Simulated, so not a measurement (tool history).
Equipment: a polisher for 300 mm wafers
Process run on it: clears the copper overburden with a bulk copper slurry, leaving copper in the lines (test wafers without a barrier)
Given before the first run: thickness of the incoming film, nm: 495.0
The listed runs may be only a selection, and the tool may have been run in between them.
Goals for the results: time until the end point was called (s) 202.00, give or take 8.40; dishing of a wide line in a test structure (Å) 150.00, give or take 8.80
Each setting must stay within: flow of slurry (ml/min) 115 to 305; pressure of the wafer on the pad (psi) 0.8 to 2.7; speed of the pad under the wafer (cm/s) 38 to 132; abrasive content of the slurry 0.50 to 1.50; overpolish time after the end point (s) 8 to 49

| run | hour | flow of slurry (ml/min) | pressure of the wafer on the pad (psi) | speed of the pad under the wafer (cm/s) | abrasive content of the slurry | overpolish time after the end point (s) | time until the end point was called (s) | dishing of a wide line in a test structure (Å) |
|---|---|---|---|---|---|---|---|---|
| 1 | 0.0 | 195 | 1.7 | 84 | 1.00 | 25 | 112.51 | 512.69 |
| 2 | 6.2 | 195 | 1.4 | 80 | 1.00 | 19 | 135.62 | 374.41 |
| 3 | 8.1 | 230 | 1.2 | 70 | 1.15 | 15 | 168.47 | 273.90 |
| 4 | 16.4 | 230 | 1.2 | 48 | 1.15 | 15 | 235.04 | 217.79 |
| 5 | 18.6 | 230 | 1.2 | 48 | 1.30 | 15 | 237.28 | 224.93 |
| 6 | 20.6 | 255 | 1.1 | 54 | 1.05 | 13 | 232.55 | 192.97 |
| 7 | 29.5 | 270 | 1.1 | 58 | 0.85 | 11 | 219.14 | 181.29 |
| 8 | 36.8 | 280 | 1.1 | 60 | 0.75 | 10 | 211.56 | 168.75 |
| 9 | 44.3 | 290 | 1.1 | 60 | 0.70 | 9 | 218.01 | 154.56 |
| 10 | 48.2 | 295 | 1.1 | 60 | 0.65 | 9 | 218.06 | 146.17 |

Which one of the following 4 next-run settings gets every result inside its allowed miss? There is exactly one.
| A | 52.1 | 300 | 1.0 | 58 | 0.80 | 9 | ? | ? |
| B | 52.1 | 305 | 1.1 | 58 | 0.65 | 8 | ? | ? |
| C | 52.1 | 305 | 1.1 | 68 | 0.50 | 8 | ? | ? |
| D | 52.1 | 305 | 1.0 | 60 | 0.80 | 8 | ? | ? |

| move | time until the end point was called (s) | dishing of a wide line in a test structure (Å) |
|---|---|---|
| A | 239.04 | 142.57 |
| B | 226.30 | 135.64 |
| C | 201.90 | 149.62 |
| D | 231.57 | 132.39 |
A: lands further from the targets than the last run did
B: lands further from the targets than the last run did
C: hits every target within its allowed miss
D: lands further from the targets than the last run did
Go with C: it meets all targets.
